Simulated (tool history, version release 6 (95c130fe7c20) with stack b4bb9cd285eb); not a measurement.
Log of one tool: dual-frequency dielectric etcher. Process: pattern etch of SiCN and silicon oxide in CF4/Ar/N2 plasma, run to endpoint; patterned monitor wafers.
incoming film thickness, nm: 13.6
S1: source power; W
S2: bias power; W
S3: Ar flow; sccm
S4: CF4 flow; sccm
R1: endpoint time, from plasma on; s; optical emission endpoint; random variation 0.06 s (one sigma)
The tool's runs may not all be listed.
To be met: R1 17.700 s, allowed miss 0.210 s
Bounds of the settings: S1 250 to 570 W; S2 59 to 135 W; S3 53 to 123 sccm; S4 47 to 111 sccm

| run | hour | S1 | S2 | S3 | S4 | R1 |
|---|---|---|---|---|---|---|
| 1 | 0.0 | 410 | 97 | 88 | 79 | 15.053 |
| 2 | 5.6 | 410 | 97 | 75 | 79 | 14.703 |
| 3 | 14.0 | 400 | 97 | 75 | 79 | 15.075 |
| 4 | 21.1 | 430 | 97 | 75 | 79 | 14.194 |
| 5 | 29.2 | 430 | 97 | 75 | 67 | 14.448 |
| 6 | 38.3 | 430 | 97 | 81 | 67 | 14.690 |
| 7 | 44.8 | 420 | 97 | 81 | 67 | 14.847 |
| 8 | 46.6 | 410 | 97 | 81 | 67 | 15.200 |
| 9 | 52.8 | 400 | 97 | 81 | 67 | 15.428 |
| 10 | 61.1 | 390 | 97 | 81 | 67 | 15.761 |
| 11 | 68.1 | 390 | 97 | 81 | 67 | 15.786 |
| 12 | 69.6 | 380 | 97 | 81 | 67 | 16.100 |

4 next moves are on the table. One of them brings every result within its allowed miss. Which?
| A | 71.1 | 340 | 98 | 92 | 49 | ? |
| B | 71.1 | 330 | 97 | 75 | 64 | ? |
| C | 71.1 | 370 | 59 | 78 | 61 | ? |
| D | 71.1 | 330 | 111 | 72 | 64 | ? |

| move | R1 |
|---|---|
| A | 18.289 |
| B | 17.668 |
| C | 18.244 |
| D | 17.017 |
A: takes the result that was furthest off past its target
B: meets every target
C: takes the result that was furthest off past its target
D: nearer than the last run, and not there yet
Move B is the one to make.

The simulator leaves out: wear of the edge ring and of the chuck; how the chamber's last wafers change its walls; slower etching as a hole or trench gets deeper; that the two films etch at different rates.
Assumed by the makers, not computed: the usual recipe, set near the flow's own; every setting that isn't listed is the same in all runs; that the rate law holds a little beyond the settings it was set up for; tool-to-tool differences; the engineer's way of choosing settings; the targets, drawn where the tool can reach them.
